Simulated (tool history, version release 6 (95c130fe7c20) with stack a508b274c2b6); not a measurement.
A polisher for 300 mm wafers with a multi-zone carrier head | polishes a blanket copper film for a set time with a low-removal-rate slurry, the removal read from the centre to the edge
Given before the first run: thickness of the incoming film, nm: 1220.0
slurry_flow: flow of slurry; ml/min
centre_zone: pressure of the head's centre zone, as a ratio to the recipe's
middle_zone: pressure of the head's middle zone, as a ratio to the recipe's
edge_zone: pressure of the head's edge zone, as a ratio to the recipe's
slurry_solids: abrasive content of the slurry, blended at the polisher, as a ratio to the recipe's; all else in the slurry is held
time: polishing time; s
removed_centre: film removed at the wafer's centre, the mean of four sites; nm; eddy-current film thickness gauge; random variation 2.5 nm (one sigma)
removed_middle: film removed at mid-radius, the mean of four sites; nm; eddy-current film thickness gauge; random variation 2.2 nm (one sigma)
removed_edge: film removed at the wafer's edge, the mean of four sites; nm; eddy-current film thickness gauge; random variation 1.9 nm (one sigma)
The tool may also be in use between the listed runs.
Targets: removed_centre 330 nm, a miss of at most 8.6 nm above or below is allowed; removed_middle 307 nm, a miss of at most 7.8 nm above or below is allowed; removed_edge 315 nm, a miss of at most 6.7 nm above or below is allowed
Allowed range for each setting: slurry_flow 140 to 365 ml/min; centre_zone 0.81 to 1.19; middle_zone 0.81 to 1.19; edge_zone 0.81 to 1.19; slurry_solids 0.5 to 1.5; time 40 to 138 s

run	hour	slurry_flow	centre_zone	middle_zone	edge_zone	slurry_solids	time	removed_centre	removed_middle	removed_edge
1	0	235	1	1	1	1	88	254.91	253.59	251.93
2	1.7	235	1	1	1.07	1	88	257.37	256.25	263.43
3	4.6	235	1	1	1.07	0.9	88	248.61	250.35	255.31
4	11.1	250	1.03	1.02	1.1	1.05	88	269.71	267.21	274.26
5	18.6	270	1.07	1.04	1.13	1.1	88	284.61	273.46	274.1
6	21.7	270	1.08	1.04	1.14	1.2	89	292.39	282	287.54
7	29.2	280	1.1	1.05	1.15	1.3	89	303.9	290.43	293.3
8	34.4	290	1.11	1.05	1.16	1.35	89	312.67	294.62	301.65
9	42	305	1.12	1.05	1.17	1.35	89	315.59	298.25	301.31
10	48	310	1.13	1.05	1.18	1.4	89	320.03	297.54	305.18

Below are 4 possible settings for the next run. Only one of them brings all results inside the allowed miss of their targets. Which is it?
A	54	315	1.18	1.11	1.13	1.3	88	?	?	?
B	54	360	1.06	1	1.17	1.5	90	?	?	?
C	54	300	1.15	0.99	1.19	1.5	90	?	?	?
D	54	340	1.13	1.06	1.19	1.4	91	?	?	?

move	removed_centre	removed_middle	removed_edge
A	326.93	302.92	292.19
B	312.85	295.55	316.65
C	333.68	288.28	315.64
D	330.96	307.9	316.99
A: further off than the last run
B: meets the target for the result that was furthest off, but another lies outside its allowed miss
C: meets the target for the result that was furthest off, but another lies outside its allowed miss
D: every result lands within tolerance
Correct choice: D, which meets every target
